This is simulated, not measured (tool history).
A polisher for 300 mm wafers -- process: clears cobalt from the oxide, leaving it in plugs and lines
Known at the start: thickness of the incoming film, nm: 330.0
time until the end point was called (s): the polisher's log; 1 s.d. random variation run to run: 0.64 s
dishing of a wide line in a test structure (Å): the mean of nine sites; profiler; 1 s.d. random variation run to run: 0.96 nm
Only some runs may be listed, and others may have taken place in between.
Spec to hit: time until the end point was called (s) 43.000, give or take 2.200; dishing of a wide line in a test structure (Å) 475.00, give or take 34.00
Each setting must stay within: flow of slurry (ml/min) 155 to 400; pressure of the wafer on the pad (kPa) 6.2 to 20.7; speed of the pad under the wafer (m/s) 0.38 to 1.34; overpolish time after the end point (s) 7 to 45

run	day	flow of slurry (ml/min)	pressure of the wafer on the pad (kPa)	speed of the pad under the wafer (m/s)	overpolish time after the end point (s)	time until the end point was called (s)	dishing of a wide line in a test structure (Å)
1	0.000	255	13.1	0.86	23	66.167	551.12
2	0.167	255	11.0	0.86	23	78.966	506.38
3	0.508	255	12.4	0.88	19	69.365	491.73
4	0.646	255	11.0	0.88	19	74.063	464.61
5	0.971	255	12.4	0.90	16	66.991	463.97
6	1.104	255	13.8	0.92	14	59.012	460.55
7	1.462	255	13.8	0.92	14	59.488	450.53
8	1.804	255	17.9	0.94	9	45.932	400.10
9	1.938	255	17.9	0.98	17	42.616	592.40

Pick the move, out of 4, that brings all results within their allowed miss; only one does.
A	2.071	260	15.2	1.24	15	?	?
B	2.071	265	16.5	0.94	18	?	?
C	2.071	195	15.9	1.16	11	?	?
D	2.071	245	15.2	1.08	12	?	?

move	time until the end point was called (s)	dishing of a wide line in a test structure (Å)
A	40.124	542.98
B	47.720	545.72
C	42.573	452.91
D	45.973	455.77
A: gains on the last run, yet a result remains outside its allowed miss
B: gains on the last run, yet a result remains outside its allowed miss
C: hits every target within its allowed miss
D: the worst result of the last run now meets its target, but another is out of spec
The move that meets every target is C.
